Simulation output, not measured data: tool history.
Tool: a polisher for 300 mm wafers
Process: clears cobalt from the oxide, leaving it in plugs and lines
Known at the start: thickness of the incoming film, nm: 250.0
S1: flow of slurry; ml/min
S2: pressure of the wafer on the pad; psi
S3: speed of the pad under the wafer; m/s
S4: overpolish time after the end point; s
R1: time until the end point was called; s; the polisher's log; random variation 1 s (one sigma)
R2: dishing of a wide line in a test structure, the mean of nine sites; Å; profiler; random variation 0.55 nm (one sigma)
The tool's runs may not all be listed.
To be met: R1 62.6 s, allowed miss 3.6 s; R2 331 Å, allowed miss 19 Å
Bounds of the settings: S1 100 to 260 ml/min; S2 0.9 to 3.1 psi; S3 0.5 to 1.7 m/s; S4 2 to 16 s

run  hour   S1   S2    S3  S4      R1      R2
  1     0  165    2   1.1   8   36.15  317.64
  2     8  180    2   1.1   8  36.758  323.45
  3  13.6  185  1.7  1.08   9   42.86  316.79
  4  19.2  185  1.5  1.06  10   48.84  312.23
  5  22.9  225  1.5  1.06  10  49.165  311.41
  6  27.2  225  1.5  1.06   9  48.549  295.85
  7  34.4  225  1.3  1.06  10  56.793  285.44
  8    43  225  1.3  1.06  11  55.621  308.87
  9  48.6  225  1.2  1.06  12  60.208  309.97

Which of these 5 next moves meets every target?
  A  54.2  225  1.4   0.9  11   ?   ?
  B  54.2  260  1.1  1.04  12   ?   ?
  C  54.2  240  1.1  1.16  11   ?   ?
  D  54.2  225  1.1  1.08  14   ?   ?
  E  54.2  170  1.2     1  11   ?   ?

move      R1      R2
   A  57.865  286.56
   B  63.196  286.55
   C  57.921  286.38
   D  62.161  322.53
   E  63.744  267.17
A: further off than the last run
B: further off than the last run
C: further off than the last run
D: meets every target
E: further off than the last run
Move D is the one to make.
